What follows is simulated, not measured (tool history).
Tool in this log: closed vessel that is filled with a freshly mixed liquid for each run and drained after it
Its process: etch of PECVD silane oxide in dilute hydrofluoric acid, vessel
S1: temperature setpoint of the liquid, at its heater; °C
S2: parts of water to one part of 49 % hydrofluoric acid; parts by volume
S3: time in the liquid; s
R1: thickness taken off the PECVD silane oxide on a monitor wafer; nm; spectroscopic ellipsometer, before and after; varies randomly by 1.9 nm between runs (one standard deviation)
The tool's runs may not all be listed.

run,hour,S1,S2,S3,R1
1,0,21,145,640,77.205
2,6.4,23,120,640,105.36
3,12,24.5,100,640,137.59
4,16.1,26,100,640,144.9
5,17.5,26,100,685,156.01
6,21.5,26.5,90,685,176.7
7,22.3,27,80,685,209.67
8,26.9,27.5,75,685,223.92

Forecast run 9:
9,35.4,28,75,685,?

R1: 228.65 nm
